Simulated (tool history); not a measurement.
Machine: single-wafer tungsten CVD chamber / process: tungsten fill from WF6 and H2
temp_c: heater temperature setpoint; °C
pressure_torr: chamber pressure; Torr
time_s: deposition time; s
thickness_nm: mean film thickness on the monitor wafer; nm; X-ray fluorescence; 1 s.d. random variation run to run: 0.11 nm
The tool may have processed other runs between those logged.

Run 1, day 0: temp_c 400 °C, pressure_torr 45.9 Torr, time_s 10.8 s. Result: thickness_nm 39.91 nm.
Run 2, day 0.042: temp_c 391 °C, pressure_torr 45.9 Torr, time_s 10.8 s. Result: thickness_nm 34.525 nm.
Run 3, day 0.138: temp_c 401 °C, pressure_torr 45.9 Torr, time_s 10.8 s. Result: thickness_nm 40.666 nm.
Run 4, day 0.283: temp_c 401 °C, pressure_torr 45.9 Torr, time_s 10.8 s. Result: thickness_nm 40.737 nm.
Run 5, day 0.496: temp_c 401 °C, pressure_torr 52.4 Torr, time_s 10.8 s. Result: thickness_nm 42.462 nm.
Run 6, day 0.579: temp_c 396 °C, pressure_torr 51.9 Torr, time_s 10.8 s. Result: thickness_nm 38.667 nm.
Run 7, day 0.675: temp_c 393 °C, pressure_torr 51.6 Torr, time_s 10.8 s. Result: thickness_nm 36.643 nm.
Run 8, day 1.042: temp_c 391 °C, pressure_torr 51.4 Torr, time_s 10.8 s. Result: thickness_nm 35.663 nm.

Run 9 is up next; what results do you expect?
Run 9, day 1.275: temp_c 389 °C, pressure_torr 51.3 Torr, time_s 10.8 s. Result: thickness_nm ?.

{"run 9": {"thickness_nm": 34.455}}
